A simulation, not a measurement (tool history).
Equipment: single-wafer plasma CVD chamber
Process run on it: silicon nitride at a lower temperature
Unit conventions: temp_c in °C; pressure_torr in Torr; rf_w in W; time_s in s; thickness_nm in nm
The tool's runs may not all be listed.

run	day	temp_c	pressure_torr	rf_w	time_s	thickness_nm
1	0	355	1.65	245	41.4	46.067
2	0.062	355	1.85	245	41.4	46.463
3	0.388	355	1.83	240	41.4	46.348
4	0.729	364	1.83	240	41.4	46.366
5	0.962	364	1.83	240	42.7	47.726
6	1.038	364	1.63	240	42.7	46.44
7	1.171	364	1.59	235	42.7	45.474
8	1.388	364	1.55	230	42.7	44.898
9	1.558	364	1.52	225	42.7	44.359
10	1.712	364	1.49	220	42.7	43.129
11	2.071	364	1.46	220	42.7	43.121

Run 12 comes next. What will it give?
12	2.196	364	1.43	220	42.7	?

thickness_nm: 42.409 nm
